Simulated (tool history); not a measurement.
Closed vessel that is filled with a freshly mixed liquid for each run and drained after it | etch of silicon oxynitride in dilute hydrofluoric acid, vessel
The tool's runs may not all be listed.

run  hour  temperature setpoint of the liquid (°C)  parts of water to one part of 49 % hydrofluoric acid (parts by volume)  time in the liquid (s)  thickness taken off the silicon oxynitride on a monitor wafer (Å)
  1     0                                       20                                                                      65                    1895                                                             481.14
  2   1.6                                       19                                                                      75                    1895                                                             391.67
  3   8.3                                       19                                                                      55                    1895                                                             542.52
  4  16.6                                     18.5                                                                      70                    1895                                                             410.29
  5  21.7                                       17                                                                      70                    1895                                                             380.13
  6    31                                       17                                                                      80                    1895                                                              330.3
  7  40.4                                       17                                                                      85                    1895                                                             308.93
  8  49.9                                       17                                                                      90                    1895                                                             290.56

Forecast run 9:
  9  58.3                                       17                                                                      95                    1895                                                                  ?

Run 9 came out at thickness taken off the silicon oxynitride on a monitor wafer (Å) 274.34.
